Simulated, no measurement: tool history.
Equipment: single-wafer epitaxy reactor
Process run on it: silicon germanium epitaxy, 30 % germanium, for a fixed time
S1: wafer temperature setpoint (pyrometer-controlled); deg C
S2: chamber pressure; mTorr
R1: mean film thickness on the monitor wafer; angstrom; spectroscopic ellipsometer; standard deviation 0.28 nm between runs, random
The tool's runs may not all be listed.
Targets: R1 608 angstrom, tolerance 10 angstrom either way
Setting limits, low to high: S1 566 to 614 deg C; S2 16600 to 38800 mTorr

run	hour	S1	S2	R1
1	0	590	27700	510.79
2	5.8	590	30300	537.04
3	14.4	591	30300	548.22
4	17	592	30300	555.87
5	22.9	592	28000	533.77
6	25.4	593	28000	539.52
7	26.9	594	28000	560.83
8	31.6	596	28000	579.58
9	33.8	597	28000	593.04

Exercise: of the 4 proposed moves below, exactly one satisfies all targets within the stated allowed misses. Which move is it?
A	36	601	23200	?
B	36	593	31500	?
C	36	597	27700	?
D	36	599	27600	?

move	R1
A	580.36
B	576.02
C	586.48
D	609.6
A: the biggest miss grows against the last run
B: the biggest miss grows against the last run
C: the biggest miss grows against the last run
D: each result inside its tolerance
D meets every target.
